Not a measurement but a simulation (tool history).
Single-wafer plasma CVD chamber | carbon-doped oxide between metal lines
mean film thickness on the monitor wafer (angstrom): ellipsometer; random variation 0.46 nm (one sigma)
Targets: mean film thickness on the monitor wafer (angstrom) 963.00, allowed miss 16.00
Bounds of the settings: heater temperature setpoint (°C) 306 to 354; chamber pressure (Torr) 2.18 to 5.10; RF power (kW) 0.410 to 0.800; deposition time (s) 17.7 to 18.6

run,hour,heater temperature setpoint (°C),chamber pressure (Torr),RF power (kW),deposition time (s),mean film thickness on the monitor wafer (angstrom)
1,0.0,330,3.64,0.605,18.6,1158.60
2,1.3,333,3.46,0.585,18.6,1110.20
3,2.8,333,3.46,0.585,18.6,1109.90
4,10.3,333,3.84,0.585,18.6,1125.70
5,12.2,333,3.84,0.535,18.6,1053.50
6,16.6,336,3.74,0.530,18.6,1019.10
7,20.7,338,3.71,0.530,18.6,1018.30
8,28.4,340,3.66,0.530,18.6,1005.60
9,36.5,342,3.63,0.530,18.6,1003.00
10,45.5,344,3.58,0.530,18.6,991.18
11,49.0,345,3.55,0.530,18.6,983.48

Which of these 5 next moves meets every target?
A,52.5,339,3.25,0.525,17.7,?
B,52.5,342,3.36,0.485,18.6,?
C,52.5,346,3.55,0.515,17.7,?
D,52.5,341,3.42,0.485,18.6,?
E,52.5,346,3.18,0.550,17.9,?

move,mean film thickness on the monitor wafer (angstrom)
A,940.36
B,914.80
C,918.42
D,919.61
E,968.92
A: takes the result that was furthest off past its target
B: takes the result that was furthest off past its target
C: takes the result that was furthest off past its target
D: takes the result that was furthest off past its target
E: meets every target
Answer: E
